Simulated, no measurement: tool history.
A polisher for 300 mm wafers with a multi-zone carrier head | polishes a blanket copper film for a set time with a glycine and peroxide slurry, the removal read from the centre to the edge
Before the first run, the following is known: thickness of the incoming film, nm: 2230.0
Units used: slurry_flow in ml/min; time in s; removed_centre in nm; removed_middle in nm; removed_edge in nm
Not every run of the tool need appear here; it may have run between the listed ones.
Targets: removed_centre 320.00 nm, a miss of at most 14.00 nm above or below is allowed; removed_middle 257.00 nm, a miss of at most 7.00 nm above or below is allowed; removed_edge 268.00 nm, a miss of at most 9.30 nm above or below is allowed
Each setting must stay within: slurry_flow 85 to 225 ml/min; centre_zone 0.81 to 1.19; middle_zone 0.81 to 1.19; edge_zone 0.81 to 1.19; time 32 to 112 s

Run 1, day 0.000: slurry_flow 145 ml/min, centre_zone 1.00, middle_zone 1.00, edge_zone 1.00, time 72 s. Result: removed_centre 343.05 nm, removed_middle 335.79 nm, removed_edge 345.68 nm.
Run 2, day 0.050: slurry_flow 145 ml/min, centre_zone 1.00, middle_zone 1.08, edge_zone 1.00, time 72 s. Result: removed_centre 332.79 nm, removed_middle 361.27 nm, removed_edge 346.80 nm.
Run 3, day 0.133: slurry_flow 145 ml/min, centre_zone 0.91, middle_zone 1.08, edge_zone 1.00, time 72 s. Result: removed_centre 305.59 nm, removed_middle 356.68 nm, removed_edge 346.90 nm.
Run 4, day 0.317: slurry_flow 145 ml/min, centre_zone 0.91, middle_zone 1.08, edge_zone 1.00, time 65 s. Result: removed_centre 277.21 nm, removed_middle 328.67 nm, removed_edge 308.46 nm.
Run 5, day 0.658: slurry_flow 145 ml/min, centre_zone 0.91, middle_zone 1.08, edge_zone 1.00, time 81 s. Result: removed_centre 342.51 nm, removed_middle 406.82 nm, removed_edge 388.66 nm.
Run 6, day 0.904: slurry_flow 145 ml/min, centre_zone 0.91, middle_zone 0.99, edge_zone 1.00, time 81 s. Result: removed_centre 345.49 nm, removed_middle 375.30 nm, removed_edge 388.97 nm.
Run 7, day 1.158: slurry_flow 145 ml/min, centre_zone 0.93, middle_zone 0.97, edge_zone 0.97, time 78 s. Result: removed_centre 338.61 nm, removed_middle 358.01 nm, removed_edge 371.12 nm.
Run 8, day 1.475: slurry_flow 145 ml/min, centre_zone 0.96, middle_zone 0.96, edge_zone 0.95, time 75 s. Result: removed_centre 340.11 nm, removed_middle 339.82 nm, removed_edge 352.72 nm.
Run 9, day 1.562: slurry_flow 145 ml/min, centre_zone 0.96, middle_zone 0.96, edge_zone 0.95, time 75 s. Result: removed_centre 337.64 nm, removed_middle 339.13 nm, removed_edge 348.74 nm.
Run 10, day 1.921: slurry_flow 140 ml/min, centre_zone 0.98, middle_zone 0.94, edge_zone 0.93, time 73 s. Result: removed_centre 328.06 nm, removed_middle 322.01 nm, removed_edge 336.12 nm.

Which single option among these 4 for the next run brings every result within its allowed miss of target? Just one does.
Run A, day 2.279: slurry_flow 165 ml/min, centre_zone 1.13, middle_zone 0.91, edge_zone 0.86, time 58 s. Result: removed_centre ?, removed_middle ?, removed_edge ?.
Run B, day 2.279: slurry_flow 165 ml/min, centre_zone 1.06, middle_zone 0.96, edge_zone 0.86, time 58 s. Result: removed_centre ?, removed_middle ?, removed_edge ?.
Run C, day 2.279: slurry_flow 160 ml/min, centre_zone 1.08, middle_zone 1.05, edge_zone 0.81, time 56 s. Result: removed_centre ?, removed_middle ?, removed_edge ?.
Run D, day 2.279: slurry_flow 195 ml/min, centre_zone 1.14, middle_zone 1.03, edge_zone 0.81, time 55 s. Result: removed_centre ?, removed_middle ?, removed_edge ?.

move  removed_centre  removed_middle  removed_edge
   A          313.78          257.26        269.76
   B          294.31          268.80        269.58
   C          287.84          277.77        253.77
   D          310.16          277.78        255.65
A: in spec on every target
B: moves toward the targets from the last run without getting all of them in spec
C: moves toward the targets from the last run without getting all of them in spec
D: moves toward the targets from the last run without getting all of them in spec
The move that meets every target is A.

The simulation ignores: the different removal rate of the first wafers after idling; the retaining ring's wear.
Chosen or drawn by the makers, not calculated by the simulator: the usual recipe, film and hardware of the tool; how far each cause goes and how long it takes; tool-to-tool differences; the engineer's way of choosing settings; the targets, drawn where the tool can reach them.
